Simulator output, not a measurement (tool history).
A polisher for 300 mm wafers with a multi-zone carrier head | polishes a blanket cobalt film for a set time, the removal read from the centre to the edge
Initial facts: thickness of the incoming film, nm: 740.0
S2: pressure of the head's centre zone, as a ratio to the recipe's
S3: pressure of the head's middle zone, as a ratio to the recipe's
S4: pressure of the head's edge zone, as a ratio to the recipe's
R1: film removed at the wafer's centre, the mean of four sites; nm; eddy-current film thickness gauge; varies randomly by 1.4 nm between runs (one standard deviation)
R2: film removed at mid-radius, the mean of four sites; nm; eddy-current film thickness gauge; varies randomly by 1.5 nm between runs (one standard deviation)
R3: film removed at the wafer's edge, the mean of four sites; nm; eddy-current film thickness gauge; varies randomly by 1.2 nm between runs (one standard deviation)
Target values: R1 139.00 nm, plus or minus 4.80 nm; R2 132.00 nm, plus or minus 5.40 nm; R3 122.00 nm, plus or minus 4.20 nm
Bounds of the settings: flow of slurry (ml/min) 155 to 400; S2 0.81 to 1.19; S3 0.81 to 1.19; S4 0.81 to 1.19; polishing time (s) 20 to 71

{"run": 1, "day": 0.0, "flow of slurry (ml/min)": 255, "S2": 1.0, "S3": 1.0, "S4": 1.0, "polishing time (s)": 45, "R1": 159.47, "R2": 161.4, "R3": 158.0}
{"run": 2, "day": 0.15, "flow of slurry (ml/min)": 255, "S2": 1.07, "S3": 1.0, "S4": 1.0, "polishing time (s)": 45, "R1": 168.41, "R2": 158.61, "R3": 154.74}
{"run": 3, "day": 0.383, "flow of slurry (ml/min)": 255, "S2": 1.03, "S3": 1.0, "S4": 1.0, "polishing time (s)": 45, "R1": 162.76, "R2": 157.95, "R3": 158.16}
{"run": 4, "day": 0.467, "flow of slurry (ml/min)": 255, "S2": 1.03, "S3": 1.0, "S4": 1.0, "polishing time (s)": 38, "R1": 137.16, "R2": 138.97, "R3": 134.03}
{"run": 5, "day": 0.733, "flow of slurry (ml/min)": 255, "S2": 1.04, "S3": 1.0, "S4": 0.99, "polishing time (s)": 38, "R1": 138.95, "R2": 134.44, "R3": 132.86}
{"run": 6, "day": 0.946, "flow of slurry (ml/min)": 255, "S2": 1.04, "S3": 1.01, "S4": 0.98, "polishing time (s)": 38, "R1": 139.46, "R2": 135.42, "R3": 132.26}
{"run": 7, "day": 1.196, "flow of slurry (ml/min)": 255, "S2": 1.04, "S3": 1.02, "S4": 0.97, "polishing time (s)": 38, "R1": 138.13, "R2": 137.22, "R3": 131.23}
{"run": 8, "day": 1.496, "flow of slurry (ml/min)": 255, "S2": 1.05, "S3": 1.02, "S4": 0.96, "polishing time (s)": 38, "R1": 139.43, "R2": 140.93, "R3": 129.1}
{"run": 9, "day": 1.808, "flow of slurry (ml/min)": 255, "S2": 1.05, "S3": 1.01, "S4": 0.96, "polishing time (s)": 38, "R1": 141.74, "R2": 138.19, "R3": 129.33}
{"run": 10, "day": 1.988, "flow of slurry (ml/min)": 250, "S2": 1.05, "S3": 1.01, "S4": 0.96, "polishing time (s)": 38, "R1": 138.85, "R2": 134.62, "R3": 130.39}
{"run": 11, "day": 2.129, "flow of slurry (ml/min)": 250, "S2": 1.05, "S3": 1.01, "S4": 0.95, "polishing time (s)": 38, "R1": 139.14, "R2": 137.92, "R3": 128.75}

Of the 4 settings listed for the next run, only one would bring every result within its allowed miss of target. Which one?
{"run": "A", "day": 2.271, "flow of slurry (ml/min)": 235, "S2": 1.12, "S3": 1.08, "S4": 0.84, "polishing time (s)": 38, "R1": "?", "R2": "?", "R3": "?"}
{"run": "B", "day": 2.271, "flow of slurry (ml/min)": 210, "S2": 1.17, "S3": 1.08, "S4": 1.0, "polishing time (s)": 36, "R1": "?", "R2": "?", "R3": "?"}
{"run": "C", "day": 2.271, "flow of slurry (ml/min)": 195, "S2": 1.07, "S3": 1.1, "S4": 0.86, "polishing time (s)": 40, "R1": "?", "R2": "?", "R3": "?"}
{"run": "D", "day": 2.271, "flow of slurry (ml/min)": 335, "S2": 1.08, "S3": 1.03, "S4": 0.99, "polishing time (s)": 38, "R1": "?", "R2": "?", "R3": "?"}

move=A R1=145.78 R2=143.64 R3=122.20
move=B R1=140.28 R2=133.79 R3=123.97
move=C R1=143.47 R2=149.27 R3=127.22
move=D R1=148.10 R2=143.55 R3=135.96
A: brings the last run's worst result on target, with another outside its allowed miss
B: in spec on every target
C: further off than the last run
D: further off than the last run
Correct choice: B, which meets every target
